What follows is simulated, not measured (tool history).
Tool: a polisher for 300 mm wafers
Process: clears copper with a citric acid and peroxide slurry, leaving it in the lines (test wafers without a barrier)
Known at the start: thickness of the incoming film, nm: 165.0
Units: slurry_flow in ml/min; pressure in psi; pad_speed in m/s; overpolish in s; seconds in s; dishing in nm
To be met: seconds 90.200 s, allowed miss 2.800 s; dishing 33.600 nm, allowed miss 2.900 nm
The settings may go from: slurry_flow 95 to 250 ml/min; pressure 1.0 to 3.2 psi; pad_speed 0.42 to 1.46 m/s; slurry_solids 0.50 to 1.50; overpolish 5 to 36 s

run,hour,slurry_flow,pressure,pad_speed,slurry_solids,overpolish,seconds,dishing
1,0.0,160,2.1,0.94,1.00,18,101.030,21.179
2,7.0,130,2.1,0.94,1.00,18,104.970,20.880
3,9.2,135,2.1,0.94,1.00,19,105.000,22.067
4,17.5,135,2.1,0.94,1.00,14,104.050,16.720
5,18.9,140,2.1,0.94,1.00,16,102.420,19.716
6,21.3,140,2.1,1.02,1.00,16,95.495,19.922
7,26.7,145,2.1,1.02,1.00,17,94.179,22.205
8,32.4,145,2.1,1.02,1.00,18,95.966,22.854
9,38.9,150,2.1,1.02,1.00,19,93.779,23.310
10,44.5,150,2.1,1.02,1.00,20,95.005,25.856
11,46.8,155,2.1,1.02,1.00,21,93.350,26.646

4 next moves are on the table. One of them brings every result within its allowed miss. Which?
A,49.1,155,2.3,0.98,0.85,14,?,?
B,49.1,125,1.8,1.22,1.30,15,?,?
C,49.1,165,2.1,1.08,1.10,12,?,?
D,49.1,120,2.0,1.16,0.95,26,?,?

move,seconds,dishing
A,91.321,18.589
B,90.783,19.738
C,86.612,16.864
D,91.156,32.309
A: further off than the last run
B: further off than the last run
C: further off than the last run
D: meets every target
The right move is D.
